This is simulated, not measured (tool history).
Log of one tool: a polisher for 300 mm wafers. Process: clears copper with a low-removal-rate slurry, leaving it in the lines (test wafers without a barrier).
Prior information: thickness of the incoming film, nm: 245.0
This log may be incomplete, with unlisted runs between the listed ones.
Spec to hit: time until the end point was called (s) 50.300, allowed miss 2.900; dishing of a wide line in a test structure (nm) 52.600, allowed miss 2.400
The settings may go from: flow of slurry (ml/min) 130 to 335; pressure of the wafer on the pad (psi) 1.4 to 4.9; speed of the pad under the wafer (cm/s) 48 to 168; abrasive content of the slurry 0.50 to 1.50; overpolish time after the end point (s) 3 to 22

run,hour,flow of slurry (ml/min),pressure of the wafer on the pad (psi),speed of the pad under the wafer (cm/s),abrasive content of the slurry,overpolish time after the end point (s),time until the end point was called (s),dishing of a wide line in a test structure (nm)
1,0.0,215,3.1,108,1.00,11,78.812,22.158
2,8.8,215,3.1,108,1.00,13,76.944,26.303
3,9.7,215,3.1,96,1.00,13,90.095,23.181
4,10.2,215,3.1,122,1.00,13,71.258,28.080
5,18.7,265,3.1,122,1.00,13,67.077,28.967
# hour 24.2: slurry blender recalibrated
6,24.2,265,3.1,122,0.90,13,65.828,30.176
7,32.2,250,3.4,122,0.85,14,60.609,34.147
8,35.8,240,3.6,122,0.85,15,57.866,38.604
9,37.0,235,3.8,122,0.85,16,55.870,42.153
10,38.8,235,3.9,122,0.85,17,53.493,46.015
11,46.3,240,3.9,122,0.85,17,54.026,45.990
12,49.0,240,4.0,122,0.85,17,52.268,47.561
13,50.6,245,4.0,122,0.85,17,52.287,47.215

Next run, 4 choices. One meets every target within its allowed miss, the rest don't. Which?
A,52.2,240,4.2,122,0.85,15,?,?
B,52.2,215,3.8,122,0.80,22,?,?
C,52.2,180,4.5,102,0.70,15,?,?
D,52.2,210,4.8,114,0.55,19,?,?

move,time until the end point was called (s),dishing of a wide line in a test structure (nm)
A,49.564,44.284
B,55.897,54.844
C,58.940,38.200
D,50.324,53.739
A: misses by more than the last run did
B: corrects the largest miss of the last run, while another result sits out of spec
C: misses by more than the last run did
D: each result inside its tolerance
The right move is D.
